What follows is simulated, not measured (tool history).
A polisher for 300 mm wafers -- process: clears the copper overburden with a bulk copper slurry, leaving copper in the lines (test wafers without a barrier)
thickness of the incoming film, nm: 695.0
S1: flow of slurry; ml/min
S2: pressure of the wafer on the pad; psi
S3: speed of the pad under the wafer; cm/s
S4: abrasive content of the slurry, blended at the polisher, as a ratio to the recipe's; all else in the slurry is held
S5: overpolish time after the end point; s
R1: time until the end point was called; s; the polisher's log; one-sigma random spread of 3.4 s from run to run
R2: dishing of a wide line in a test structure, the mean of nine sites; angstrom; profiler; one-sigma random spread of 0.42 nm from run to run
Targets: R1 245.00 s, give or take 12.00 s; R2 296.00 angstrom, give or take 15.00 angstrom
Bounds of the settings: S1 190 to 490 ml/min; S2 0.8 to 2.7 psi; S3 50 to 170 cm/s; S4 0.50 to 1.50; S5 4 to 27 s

run	day	S1	S2	S3	S4	S5	R1	R2
1	0.000	315	1.7	110	1.00	14	169.03	373.71
2	0.288	315	1.5	110	1.00	14	190.22	341.27
3	0.558	315	1.4	110	1.00	14	197.74	329.20
4	0.842	315	1.4	110	1.00	11	199.79	272.73
5	0.983	315	1.4	110	1.00	7	200.02	191.78
6	1.025	315	1.4	110	1.00	4	202.67	114.54
7	1.088	315	1.2	114	1.00	7	227.94	169.14
8	1.242	315	1.1	120	1.00	9	229.57	204.69
9	1.388	315	1.0	124	1.00	10	243.23	209.17
10	1.625	315	1.0	124	1.00	10	243.23	210.95
# day 1.767: head pressure recalibrated
11	1.767	315	1.0	124	1.00	11	212.46	254.36

Next run, 4 choices. One meets every target within its allowed miss, the rest don't. Which?
A	1.908	410	0.9	110	1.20	18	?	?
B	1.908	285	0.9	140	0.95	17	?	?
C	1.908	305	1.2	124	1.30	10	?	?
D	1.908	345	0.8	136	0.85	16	?	?

move	R1	R2
A	249.33	326.04
B	219.95	341.32
C	177.21	280.58
D	249.67	296.34
A: carries the result that was furthest off beyond its target, to the other side
B: carries the result that was furthest off beyond its target, to the other side
C: misses by more than the last run did
D: meets every target
The right move is D.
